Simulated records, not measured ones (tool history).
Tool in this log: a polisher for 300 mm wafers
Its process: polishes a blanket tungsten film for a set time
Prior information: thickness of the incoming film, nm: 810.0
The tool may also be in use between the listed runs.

| run | hour | flow of slurry (ml/min) | pressure of the wafer on the pad (kPa) | speed of the pad under the wafer (m/s) | abrasive content of the slurry | polishing time (s) | film removed (nm) |
|---|---|---|---|---|---|---|---|
| 1 | 0.0 | 240 | 18.6 | 1.18 | 1.00 | 29 | 110.560 |
| 2 | 2.5 | 245 | 19.3 | 1.18 | 1.00 | 29 | 117.540 |
| 3 | 7.3 | 245 | 16.5 | 1.18 | 1.00 | 29 | 99.068 |
| 4 | 8.8 | 250 | 17.2 | 1.18 | 1.00 | 29 | 106.830 |
| 5 | 11.0 | 270 | 17.9 | 1.18 | 1.00 | 29 | 109.680 |
| 6 | 17.9 | 270 | 17.9 | 1.18 | 0.85 | 29 | 102.930 |
| 7 | 23.4 | 275 | 18.6 | 1.18 | 0.85 | 29 | 108.550 |

What will run 8 give?
| 8 | 26.1 | 280 | 19.3 | 1.18 | 0.85 | 29 | ? |

{"run 8": {"film removed (nm)": 114.22}}
